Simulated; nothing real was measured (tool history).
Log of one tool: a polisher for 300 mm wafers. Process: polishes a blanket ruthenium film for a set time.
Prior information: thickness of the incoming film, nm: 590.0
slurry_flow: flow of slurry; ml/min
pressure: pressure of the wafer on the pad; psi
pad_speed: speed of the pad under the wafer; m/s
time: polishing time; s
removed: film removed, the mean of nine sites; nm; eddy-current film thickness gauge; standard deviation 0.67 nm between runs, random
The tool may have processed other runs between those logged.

run	day	slurry_flow	pressure	pad_speed	time	removed
1	0.000	305	1.6	1.04	114	121.660
2	0.362	305	1.6	0.86	114	101.780
3	0.450	305	1.4	0.86	114	88.893
4	0.475	305	1.2	0.86	114	77.271
5	0.558	310	1.3	0.86	114	82.849
6	0.675	310	1.3	1.06	114	103.240
7	1.025	315	1.3	1.06	114	102.610

Expected results for the next run?
8	1.292	320	1.3	1.06	114	?

removed: 102.620 nm
